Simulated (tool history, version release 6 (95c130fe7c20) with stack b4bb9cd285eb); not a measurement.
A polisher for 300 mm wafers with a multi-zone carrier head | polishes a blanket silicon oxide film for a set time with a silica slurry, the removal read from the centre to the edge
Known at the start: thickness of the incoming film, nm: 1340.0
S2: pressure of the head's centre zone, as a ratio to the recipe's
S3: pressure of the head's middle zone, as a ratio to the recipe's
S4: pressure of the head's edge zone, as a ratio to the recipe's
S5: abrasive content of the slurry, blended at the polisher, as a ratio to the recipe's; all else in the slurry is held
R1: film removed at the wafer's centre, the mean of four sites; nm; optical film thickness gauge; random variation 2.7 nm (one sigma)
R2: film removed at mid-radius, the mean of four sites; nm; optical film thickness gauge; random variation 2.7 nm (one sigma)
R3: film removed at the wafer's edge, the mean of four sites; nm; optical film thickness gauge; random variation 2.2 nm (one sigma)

Run 1, hour 0.0: flow of slurry (ml/min) 205, S2 1.00, S3 1.00, S4 1.00, S5 1.00, polishing time (s) 87. Result: R1 348.11 nm, R2 330.37 nm, R3 347.42 nm.
Run 2, hour 6.5: flow of slurry (ml/min) 210, S2 1.02, S3 1.03, S4 0.95, S5 0.85, polishing time (s) 74. Result: R1 276.25 nm, R2 258.94 nm, R3 263.16 nm.
Run 3, hour 13.1: flow of slurry (ml/min) 215, S2 1.03, S3 1.07, S4 0.91, S5 0.75, polishing time (s) 69. Result: R1 245.66 nm, R2 240.19 nm, R3 232.28 nm.
Run 4, hour 18.0: flow of slurry (ml/min) 185, S2 1.03, S3 1.07, S4 0.91, S5 0.75, polishing time (s) 69. Result: R1 242.08 nm, R2 233.20 nm, R3 224.91 nm.
Run 5, hour 26.9: flow of slurry (ml/min) 185, S2 1.03, S3 1.07, S4 0.91, S5 0.85, polishing time (s) 69. Result: R1 250.96 nm, R2 254.77 nm, R3 241.76 nm.
Run 6, hour 32.8: flow of slurry (ml/min) 185, S2 1.03, S3 1.07, S4 0.91, S5 0.85, polishing time (s) 87. Result: R1 325.60 nm, R2 316.64 nm, R3 301.99 nm.
Run 7, hour 34.4: flow of slurry (ml/min) 180, S2 1.05, S3 1.09, S4 0.88, S5 0.75, polishing time (s) 78. Result: R1 264.48 nm, R2 278.47 nm, R3 251.88 nm.
Run 8, hour 35.3: flow of slurry (ml/min) 190, S2 1.09, S3 1.07, S4 0.86, S5 0.65, polishing time (s) 71. Result: R1 238.12 nm, R2 228.73 nm, R3 211.76 nm.

The next listed run, before its measurement:
Run 9, hour 38.5: flow of slurry (ml/min) 185, S2 1.10, S3 1.07, S4 0.84, S5 0.60, polishing time (s) 68. Result: R1 ?, R2 ?, R3 ?.

{"run 9": {"R1": 225.64, "R2": 211.29, "R3": 191.41}}

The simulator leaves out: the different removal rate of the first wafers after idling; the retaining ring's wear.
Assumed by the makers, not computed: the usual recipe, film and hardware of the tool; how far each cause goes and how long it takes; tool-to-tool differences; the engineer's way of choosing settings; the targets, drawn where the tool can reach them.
